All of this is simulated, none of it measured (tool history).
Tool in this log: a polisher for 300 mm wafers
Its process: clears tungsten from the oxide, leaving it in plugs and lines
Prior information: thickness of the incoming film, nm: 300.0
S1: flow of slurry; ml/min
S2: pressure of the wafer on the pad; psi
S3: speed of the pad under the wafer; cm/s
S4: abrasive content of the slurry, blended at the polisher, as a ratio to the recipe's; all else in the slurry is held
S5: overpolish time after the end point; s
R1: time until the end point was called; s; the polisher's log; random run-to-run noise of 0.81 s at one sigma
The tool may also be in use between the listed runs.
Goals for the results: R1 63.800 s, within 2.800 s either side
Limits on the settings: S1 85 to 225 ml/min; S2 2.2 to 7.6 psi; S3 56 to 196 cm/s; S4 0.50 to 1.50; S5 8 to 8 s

{"run": 1, "hour": 0.0, "S1": 145, "S2": 4.9, "S3": 126, "S4": 1.0, "S5": 8, "R1": 33.433}
{"run": 2, "hour": 2.7, "S1": 145, "S2": 4.9, "S3": 126, "S4": 0.8, "S5": 8, "R1": 35.747}
{"run": 3, "hour": 3.8, "S1": 145, "S2": 4.9, "S3": 126, "S4": 0.65, "S5": 8, "R1": 38.237}
{"run": 4, "hour": 8.4, "S1": 145, "S2": 4.9, "S3": 126, "S4": 0.65, "S5": 8, "R1": 38.021}
{"run": 5, "hour": 11.0, "S1": 145, "S2": 4.3, "S3": 124, "S4": 0.65, "S5": 8, "R1": 43.9}
{"run": 6, "hour": 14.3, "S1": 145, "S2": 3.3, "S3": 124, "S4": 0.65, "S5": 8, "R1": 55.809}
{"run": 7, "hour": 22.8, "S1": 145, "S2": 3.2, "S3": 124, "S4": 0.65, "S5": 8, "R1": 57.062}
{"run": 8, "hour": 25.3, "S1": 135, "S2": 2.6, "S3": 124, "S4": 0.65, "S5": 8, "R1": 70.565}
{"run": 9, "hour": 26.8, "S1": 140, "S2": 2.6, "S3": 124, "S4": 0.65, "S5": 8, "R1": 68.344}
{"run": 10, "hour": 30.4, "S1": 145, "S2": 2.6, "S3": 124, "S4": 0.65, "S5": 8, "R1": 68.36}
{"run": 11, "hour": 33.3, "S1": 150, "S2": 2.6, "S3": 124, "S4": 0.65, "S5": 8, "R1": 69.36}
{"run": 12, "hour": 38.5, "S1": 150, "S2": 2.7, "S3": 124, "S4": 0.65, "S5": 8, "R1": 67.3}

4 next moves are on the table. One of them brings every result within its allowed miss. Which?
{"run": "A", "hour": 43.7, "S1": 145, "S2": 3.0, "S3": 116, "S4": 0.55, "S5": 8, "R1": "?"}
{"run": "B", "hour": 43.7, "S1": 135, "S2": 2.4, "S3": 150, "S4": 0.5, "S5": 8, "R1": "?"}
{"run": "C", "hour": 43.7, "S1": 170, "S2": 2.4, "S3": 138, "S4": 0.7, "S5": 8, "R1": "?"}
{"run": "D", "hour": 43.7, "S1": 130, "S2": 3.3, "S3": 110, "S4": 0.55, "S5": 8, "R1": "?"}

move=A R1=68.418
move=B R1=68.403
move=C R1=63.508
move=D R1=67.177
A: the biggest miss grows against the last run
B: the biggest miss grows against the last run
C: all results land within tolerance of their targets
D: about as far from the targets as the last run
Answer: C
